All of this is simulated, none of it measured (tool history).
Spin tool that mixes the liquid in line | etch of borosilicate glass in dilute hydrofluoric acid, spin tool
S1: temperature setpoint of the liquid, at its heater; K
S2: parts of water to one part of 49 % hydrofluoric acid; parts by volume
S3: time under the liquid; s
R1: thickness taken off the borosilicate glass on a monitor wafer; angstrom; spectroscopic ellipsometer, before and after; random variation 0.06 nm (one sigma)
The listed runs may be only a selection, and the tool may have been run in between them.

| run | hour | S1 | S2 | S3 | R1 |
|---|---|---|---|---|---|
| 1 | 0.0 | 294.15 | 115 | 30 | 86.281 |
| 2 | 2.3 | 293.65 | 115 | 30 | 84.316 |
| 3 | 5.1 | 293.15 | 115 | 30 | 82.580 |
| 4 | 5.9 | 293.15 | 80 | 30 | 124.040 |
| 5 | 9.2 | 292.65 | 85 | 30 | 114.200 |
| 6 | 14.0 | 290.15 | 85 | 30 | 102.630 |
| 7 | 20.6 | 290.15 | 90 | 30 | 96.261 |
| 8 | 23.6 | 290.15 | 95 | 30 | 89.946 |
| 9 | 27.5 | 290.15 | 100 | 30 | 85.369 |

Forecast run 10:
| 10 | 35.3 | 290.15 | 100 | 30 | ? |

{"run 10": {"R1": 85.525}}

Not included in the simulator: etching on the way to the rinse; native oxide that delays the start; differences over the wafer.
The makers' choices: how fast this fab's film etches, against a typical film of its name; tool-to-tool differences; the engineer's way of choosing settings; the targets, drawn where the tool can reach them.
